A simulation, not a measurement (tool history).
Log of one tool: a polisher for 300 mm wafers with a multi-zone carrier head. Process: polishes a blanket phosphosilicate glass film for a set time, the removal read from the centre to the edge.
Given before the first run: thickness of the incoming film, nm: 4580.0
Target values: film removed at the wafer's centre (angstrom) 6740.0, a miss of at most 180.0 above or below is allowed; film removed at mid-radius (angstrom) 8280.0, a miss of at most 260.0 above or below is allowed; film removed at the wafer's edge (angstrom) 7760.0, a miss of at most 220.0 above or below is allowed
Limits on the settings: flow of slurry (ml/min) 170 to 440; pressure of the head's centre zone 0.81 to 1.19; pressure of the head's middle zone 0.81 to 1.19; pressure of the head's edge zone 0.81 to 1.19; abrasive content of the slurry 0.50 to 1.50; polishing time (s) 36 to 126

| run | hour | flow of slurry (ml/min) | pressure of the head's centre zone | pressure of the head's middle zone | pressure of the head's edge zone | abrasive content of the slurry | polishing time (s) | film removed at the wafer's centre (angstrom) | film removed at mid-radius (angstrom) | film removed at the wafer's edge (angstrom) |
|---|---|---|---|---|---|---|---|---|---|---|
| 1 | 0.0 | 280 | 1.00 | 1.00 | 1.00 | 1.00 | 81 | 4944.2 | 5180.9 | 5199.2 |
| 2 | 3.0 | 285 | 1.00 | 1.02 | 1.02 | 1.05 | 82 | 5141.2 | 5391.5 | 5513.4 |
| 3 | 6.3 | 290 | 0.99 | 1.04 | 1.02 | 1.10 | 83 | 5213.0 | 5639.1 | 5558.8 |
| 4 | 14.9 | 290 | 1.04 | 1.04 | 1.02 | 1.10 | 83 | 5510.7 | 5675.1 | 5580.9 |
| 5 | 16.2 | 290 | 1.03 | 1.06 | 1.03 | 1.15 | 84 | 5636.7 | 5943.8 | 5693.7 |
| 6 | 17.2 | 295 | 1.02 | 1.07 | 1.04 | 1.20 | 85 | 5742.1 | 6106.0 | 5902.5 |
| 7 | 23.5 | 295 | 1.01 | 1.08 | 1.05 | 1.25 | 87 | 5819.8 | 6364.0 | 6128.2 |
| 8 | 26.6 | 295 | 1.00 | 1.09 | 1.06 | 1.30 | 88 | 5861.5 | 6566.0 | 6340.0 |
| 9 | 33.8 | 295 | 1.00 | 1.10 | 1.07 | 1.30 | 89 | 6069.3 | 6786.9 | 6538.4 |
| 10 | 37.8 | 295 | 1.00 | 1.11 | 1.08 | 1.30 | 90 | 6099.1 | 6843.5 | 6493.1 |
| 11 | 43.6 | 300 | 0.99 | 1.12 | 1.09 | 1.30 | 91 | 6018.8 | 6995.2 | 6711.8 |
| 12 | 51.6 | 365 | 1.02 | 1.19 | 1.15 | 1.50 | 91 | 6717.5 | 7815.0 | 7288.8 |
| 13 | 59.5 | 365 | 1.01 | 1.19 | 1.15 | 1.50 | 92 | 6712.4 | 7933.6 | 7238.4 |
| 14 | 64.5 | 365 | 1.00 | 1.19 | 1.15 | 1.50 | 93 | 6710.6 | 7930.8 | 7518.1 |
| 15 | 70.8 | 365 | 1.00 | 1.19 | 1.15 | 1.50 | 93 | 6772.8 | 8062.8 | 7416.3 |

Which single option among these 4 for the next run brings every result within its allowed miss of target? Just one does.
| A | 77.1 | 440 | 0.89 | 1.16 | 1.12 | 1.20 | 104 | ? | ? | ? |
| B | 77.1 | 400 | 0.94 | 1.14 | 1.09 | 1.45 | 100 | ? | ? | ? |
| C | 77.1 | 360 | 1.03 | 1.17 | 1.13 | 1.50 | 93 | ? | ? | ? |
| D | 77.1 | 405 | 0.88 | 1.17 | 1.15 | 1.20 | 104 | ? | ? | ? |

| move | film removed at the wafer's centre (angstrom) | film removed at mid-radius (angstrom) | film removed at the wafer's edge (angstrom) |
|---|---|---|---|
| A | 6339.9 | 8283.2 | 7756.8 |
| B | 6782.6 | 8266.3 | 7765.8 |
| C | 6927.2 | 7874.1 | 7382.0 |
| D | 6228.9 | 8296.7 | 7826.5 |
A: puts the biggest miss on target and leaves a different result outside tolerance
B: meets every target
C: lands further from the targets than the last run did
D: puts the biggest miss on target and leaves a different result outside tolerance
B is the move that brings every result within its allowed miss.

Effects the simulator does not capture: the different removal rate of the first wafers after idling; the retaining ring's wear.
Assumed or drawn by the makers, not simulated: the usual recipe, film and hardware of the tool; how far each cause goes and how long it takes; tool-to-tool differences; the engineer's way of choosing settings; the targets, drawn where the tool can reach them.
